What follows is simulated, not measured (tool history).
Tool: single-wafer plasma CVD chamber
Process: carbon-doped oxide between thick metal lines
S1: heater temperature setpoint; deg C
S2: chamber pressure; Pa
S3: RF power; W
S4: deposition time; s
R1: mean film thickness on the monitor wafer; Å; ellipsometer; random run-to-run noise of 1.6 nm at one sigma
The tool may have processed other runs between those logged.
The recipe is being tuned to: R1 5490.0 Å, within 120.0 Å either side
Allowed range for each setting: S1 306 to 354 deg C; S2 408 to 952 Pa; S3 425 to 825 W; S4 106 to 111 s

| run | day | S1 | S2 | S3 | S4 | R1 |
|---|---|---|---|---|---|---|
| 1 | 0.000 | 330 | 680 | 625 | 111 | 6468.0 |
| 2 | 0.183 | 330 | 680 | 625 | 106 | 6246.0 |
| 3 | 0.400 | 330 | 680 | 625 | 106 | 6184.8 |
| 4 | 0.671 | 331 | 663 | 620 | 106 | 6125.2 |
| 5 | 0.946 | 331 | 663 | 620 | 111 | 6392.5 |
| 6 | 1.229 | 338 | 663 | 620 | 111 | 6305.5 |
| 7 | 1.542 | 338 | 648 | 610 | 111 | 6225.4 |
| 8 | 1.758 | 345 | 512 | 520 | 110 | 5213.2 |

Below are 5 possible settings for the next run. Only one of them brings all results inside the allowed miss of their targets. Which is it?
| A | 1.975 | 329 | 499 | 485 | 111 | ? |
| B | 1.975 | 351 | 471 | 540 | 111 | ? |
| C | 1.975 | 319 | 593 | 485 | 111 | ? |
| D | 1.975 | 342 | 561 | 505 | 111 | ? |
| E | 1.975 | 341 | 417 | 540 | 111 | ? |

| move | R1 |
|---|---|
| A | 5169.9 |
| B | 5263.2 |
| C | 5456.0 |
| D | 5237.8 |
| E | 5312.6 |
A: lands further from the targets than the last run did
B: moves toward the targets from the last run without getting all of them in spec
C: every result within its allowed miss
D: moves toward the targets from the last run without getting all of them in spec
E: moves toward the targets from the last run without getting all of them in spec
The move that meets every target is C.
